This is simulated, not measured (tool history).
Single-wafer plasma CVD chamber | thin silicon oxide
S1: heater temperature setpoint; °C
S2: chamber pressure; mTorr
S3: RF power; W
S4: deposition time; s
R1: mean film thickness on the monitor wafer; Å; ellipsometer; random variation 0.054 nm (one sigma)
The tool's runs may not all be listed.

run	day	S1	S2	S3	S4	R1
1	0	375	967	205	8.72	159.9
2	0.325	375	1013	205	8.72	164.33
3	0.438	375	1058	205	8.72	168.61
4	0.729	375	1102	205	8.72	171.69
5	0.975	375	1141	205	8.72	175.25
6	1.233	380	1141	205	8.72	174.76
7	1.529	379	1174	205	8.72	177.42
8	1.729	378	1202	205	8.72	179.72
9	2.046	378	1226	210	8.72	183.9
10	2.196	378	1246	210	8.72	185.62
11	2.221	378	1263	215	8.72	188.32

The next listed run, before its measurement:
12	2.588	378	1263	215	8.72	?

R1: 188.65 Å
